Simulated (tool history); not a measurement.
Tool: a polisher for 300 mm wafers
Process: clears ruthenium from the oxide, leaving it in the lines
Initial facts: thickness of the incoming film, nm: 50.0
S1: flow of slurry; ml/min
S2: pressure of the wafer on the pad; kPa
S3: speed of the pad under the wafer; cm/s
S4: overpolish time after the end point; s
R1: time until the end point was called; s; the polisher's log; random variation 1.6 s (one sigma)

run  hour   S1   S2  S3  S4      R1
  1     0  180  9.7  82  10  65.734
  2   2.7  180  9.7  82  10  66.271
  3   7.2  180  9.7  82  10  65.896
  4     9  180  9.7  82   8  63.673
  5  17.3  155  9.7  82   8  67.804
  6  25.2  155    9  82   8  73.026
  7  31.5  155    9  82   8   71.23
  8  39.1  155  8.3  82   8  73.532

Run 9, settings as shown, results not yet in. Your forecast:
  9  42.8  155  7.6  80   8   ?

Run 9 measured R1 81.246 s.
